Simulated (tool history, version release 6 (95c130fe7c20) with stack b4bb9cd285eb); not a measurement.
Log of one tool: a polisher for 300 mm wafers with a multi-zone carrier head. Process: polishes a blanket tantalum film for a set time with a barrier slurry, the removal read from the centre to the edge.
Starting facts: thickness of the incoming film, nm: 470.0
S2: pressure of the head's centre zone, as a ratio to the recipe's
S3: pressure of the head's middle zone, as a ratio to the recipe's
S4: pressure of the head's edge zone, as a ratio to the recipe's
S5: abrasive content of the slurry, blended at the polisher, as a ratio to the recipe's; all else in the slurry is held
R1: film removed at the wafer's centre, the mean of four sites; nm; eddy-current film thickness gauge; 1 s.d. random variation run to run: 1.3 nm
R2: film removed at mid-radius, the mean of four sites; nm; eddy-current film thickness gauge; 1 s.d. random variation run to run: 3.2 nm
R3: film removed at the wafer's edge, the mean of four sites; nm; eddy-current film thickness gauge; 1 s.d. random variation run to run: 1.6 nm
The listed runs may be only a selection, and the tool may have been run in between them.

Run 1, hour 0.0: flow of slurry (ml/min) 210, S2 1.00, S3 1.00, S4 1.00, S5 1.00, polishing time (s) 63. Result: R1 157.72 nm, R2 158.86 nm, R3 154.27 nm.
Run 2, hour 2.0: flow of slurry (ml/min) 210, S2 1.00, S3 1.00, S4 1.00, S5 0.90, polishing time (s) 63. Result: R1 151.86 nm, R2 150.94 nm, R3 149.58 nm.
Run 3, hour 4.2: flow of slurry (ml/min) 220, S2 1.01, S3 1.04, S4 1.03, S5 1.00, polishing time (s) 63. Result: R1 160.93 nm, R2 161.42 nm, R3 156.70 nm.
Run 4, hour 6.9: flow of slurry (ml/min) 225, S2 1.00, S3 1.07, S4 1.03, S5 1.10, polishing time (s) 63. Result: R1 162.11 nm, R2 170.61 nm, R3 160.41 nm.
Run 5, hour 15.6: flow of slurry (ml/min) 225, S2 0.96, S3 1.07, S4 1.03, S5 1.10, polishing time (s) 63. Result: R1 157.82 nm, R2 173.60 nm, R3 161.50 nm.
Run 6, hour 21.2: flow of slurry (ml/min) 235, S2 0.97, S3 1.09, S4 1.04, S5 1.20, polishing time (s) 63. Result: R1 164.76 nm, R2 175.21 nm, R3 166.72 nm.
Run 7, hour 22.1: flow of slurry (ml/min) 230, S2 0.97, S3 1.11, S4 1.02, S5 1.25, polishing time (s) 64. Result: R1 169.22 nm, R2 187.11 nm, R3 168.36 nm.
Run 8, hour 27.0: flow of slurry (ml/min) 235, S2 0.97, S3 1.13, S4 1.02, S5 1.30, polishing time (s) 65. Result: R1 171.44 nm, R2 191.20 nm, R3 173.09 nm.
Run 9, hour 28.0: flow of slurry (ml/min) 240, S2 0.97, S3 1.14, S4 1.01, S5 1.35, polishing time (s) 66. Result: R1 177.32 nm, R2 205.00 nm, R3 177.01 nm.
Run 10, hour 32.8: flow of slurry (ml/min) 250, S2 0.98, S3 1.15, S4 1.02, S5 1.35, polishing time (s) 66. Result: R1 179.75 nm, R2 202.25 nm, R3 182.03 nm.

Forecast run 11:
Run 11, hour 34.7: flow of slurry (ml/min) 255, S2 0.99, S3 1.16, S4 1.01, S5 1.40, polishing time (s) 66. Result: R1 ?, R2 ?, R3 ?.

Logged for run 11: R1 184.82 nm, R2 208.42 nm, R3 178.91 nm.

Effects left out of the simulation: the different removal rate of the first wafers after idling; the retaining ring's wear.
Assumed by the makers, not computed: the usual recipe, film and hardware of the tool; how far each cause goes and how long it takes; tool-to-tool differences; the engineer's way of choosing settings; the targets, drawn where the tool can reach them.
